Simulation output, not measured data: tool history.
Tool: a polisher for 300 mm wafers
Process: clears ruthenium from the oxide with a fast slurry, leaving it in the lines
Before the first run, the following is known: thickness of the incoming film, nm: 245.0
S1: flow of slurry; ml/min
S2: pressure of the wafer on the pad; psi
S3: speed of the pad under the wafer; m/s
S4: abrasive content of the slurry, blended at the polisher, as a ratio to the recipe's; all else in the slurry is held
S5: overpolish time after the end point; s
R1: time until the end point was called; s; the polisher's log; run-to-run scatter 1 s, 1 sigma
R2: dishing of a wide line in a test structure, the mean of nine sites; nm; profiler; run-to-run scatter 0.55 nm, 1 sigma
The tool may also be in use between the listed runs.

{"run": 1, "day": 0.0, "S1": 215, "S2": 1.8, "S3": 1.1, "S4": 1, "S5": 21, "R1": 68.647, "R2": 46.022}
{"run": 2, "day": 0.258, "S1": 215, "S2": 1.7, "S3": 1.1, "S4": 1, "S5": 21, "R1": 73.98, "R2": 45.431}
{"run": 3, "day": 0.412, "S1": 215, "S2": 2, "S3": 1.1, "S4": 1, "S5": 21, "R1": 63.62, "R2": 50.247}
{"run": 4, "day": 0.738, "S1": 215, "S2": 1.9, "S3": 1.1, "S4": 1, "S5": 21, "R1": 66.429, "R2": 48.801}
{"run": 5, "day": 0.796, "S1": 265, "S2": 1.9, "S3": 1.1, "S4": 1, "S5": 21, "R1": 64.918, "R2": 49.068}
{"run": 6, "day": 0.879, "S1": 265, "S2": 1.9, "S3": 1.1, "S4": 1.15, "S5": 21, "R1": 61.12, "R2": 52.027}

What does the tool deliver on the next run?
{"run": 7, "day": 1.138, "S1": 265, "S2": 1.8, "S3": 1.1, "S4": 1.15, "S5": 20, "R1": "?", "R2": "?"}

{"run 7": {"R1": 64.192, "R2": 49.154}}
